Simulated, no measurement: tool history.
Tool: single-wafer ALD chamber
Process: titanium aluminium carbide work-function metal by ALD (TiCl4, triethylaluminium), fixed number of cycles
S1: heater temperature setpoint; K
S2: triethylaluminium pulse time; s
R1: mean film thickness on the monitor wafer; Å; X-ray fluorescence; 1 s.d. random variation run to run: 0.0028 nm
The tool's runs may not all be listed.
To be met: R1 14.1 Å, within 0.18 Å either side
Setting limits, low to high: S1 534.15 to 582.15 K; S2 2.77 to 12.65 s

{"run": 1, "hour": 0.0, "S1": 558.15, "S2": 7.71, "R1": 15.269}
{"run": 2, "hour": 4.3, "S1": 558.15, "S2": 9.82, "R1": 15.792}
{"run": 3, "hour": 11.3, "S1": 556.15, "S2": 9.72, "R1": 15.556}
{"run": 4, "hour": 15.2, "S1": 556.15, "S2": 11.51, "R1": 15.759}
{"run": 5, "hour": 23.9, "S1": 556.15, "S2": 10.24, "R1": 15.661}
{"run": 6, "hour": 30.2, "S1": 554.15, "S2": 10.15, "R1": 15.432}
{"run": 7, "hour": 34.7, "S1": 542.15, "S2": 9.67, "R1": 14.408}
{"run": 8, "hour": 41.0, "S1": 542.15, "S2": 9.65, "R1": 14.383}
{"run": 9, "hour": 47.7, "S1": 542.15, "S2": 9.64, "R1": 14.343}
{"run": 10, "hour": 50.6, "S1": 542.15, "S2": 9.63, "R1": 14.432}
{"run": 11, "hour": 54.3, "S1": 542.15, "S2": 9.61, "R1": 14.385}
{"run": 12, "hour": 55.1, "S1": 542.15, "S2": 9.6, "R1": 14.377}
{"run": 13, "hour": 63.6, "S1": 542.15, "S2": 9.59, "R1": 14.375}
{"run": 14, "hour": 65.0, "S1": 542.15, "S2": 9.58, "R1": 14.383}
{"run": 15, "hour": 73.2, "S1": 542.15, "S2": 9.57, "R1": 14.361}

Next run, 5 choices. One meets every target within its allowed miss, the rest don't. Which?
{"run": "A", "hour": 81.4, "S1": 545.15, "S2": 10.57, "R1": "?"}
{"run": "B", "hour": 81.4, "S1": 546.15, "S2": 9.2, "R1": "?"}
{"run": "C", "hour": 81.4, "S1": 539.15, "S2": 9.06, "R1": "?"}
{"run": "D", "hour": 81.4, "S1": 540.15, "S2": 11.26, "R1": "?"}
{"run": "E", "hour": 81.4, "S1": 547.15, "S2": 9.35, "R1": "?"}

move=A R1=14.788
move=B R1=14.649
move=C R1=14.062
move=D R1=14.464
move=E R1=14.758
A: the biggest miss grows against the last run
B: the biggest miss grows against the last run
C: every result within its allowed miss
D: the biggest miss grows against the last run
E: the biggest miss grows against the last run
Go with C: it meets all targets.
